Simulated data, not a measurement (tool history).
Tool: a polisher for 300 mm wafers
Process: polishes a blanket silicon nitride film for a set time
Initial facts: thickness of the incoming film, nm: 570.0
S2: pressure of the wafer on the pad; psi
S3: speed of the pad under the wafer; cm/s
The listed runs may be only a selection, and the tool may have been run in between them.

run 1 hour=0 | flow_of_slurry_(ml/min)=210 S2=4 S3=124 polishing_time_(s)=76 | film_removed_(Å)=1815.8
run 2 hour=0.9 | flow_of_slurry_(ml/min)=215 S2=4.5 S3=124 polishing_time_(s)=76 | film_removed_(Å)=2002.8
run 3 hour=5.7 | flow_of_slurry_(ml/min)=250 S2=4.5 S3=124 polishing_time_(s)=76 | film_removed_(Å)=2037.5
run 4 hour=8.5 | flow_of_slurry_(ml/min)=250 S2=4.5 S3=106 polishing_time_(s)=76 | film_removed_(Å)=1848
run 5 hour=15.5 | flow_of_slurry_(ml/min)=250 S2=4.9 S3=112 polishing_time_(s)=76 | film_removed_(Å)=2055.1
run 6 hour=23.4 | flow_of_slurry_(ml/min)=250 S2=5.2 S3=118 polishing_time_(s)=76 | film_removed_(Å)=2290.7
run 7 hour=32.5 | flow_of_slurry_(ml/min)=250 S2=5.5 S3=122 polishing_time_(s)=76 | film_removed_(Å)=2460.9
run 8 hour=34.2 | flow_of_slurry_(ml/min)=250 S2=5.7 S3=126 polishing_time_(s)=76 | film_removed_(Å)=2614.3
run 9 hour=39.4 | flow_of_slurry_(ml/min)=250 S2=5.8 S3=128 polishing_time_(s)=76 | film_removed_(Å)=2688.6

The next listed run, before its measurement:
run 10 hour=45.2 | flow_of_slurry_(ml/min)=250 S2=5.9 S3=130 polishing_time_(s)=76 | film_removed_(Å)=?

{"run 10": {"film removed (Å)": 2758.8}}

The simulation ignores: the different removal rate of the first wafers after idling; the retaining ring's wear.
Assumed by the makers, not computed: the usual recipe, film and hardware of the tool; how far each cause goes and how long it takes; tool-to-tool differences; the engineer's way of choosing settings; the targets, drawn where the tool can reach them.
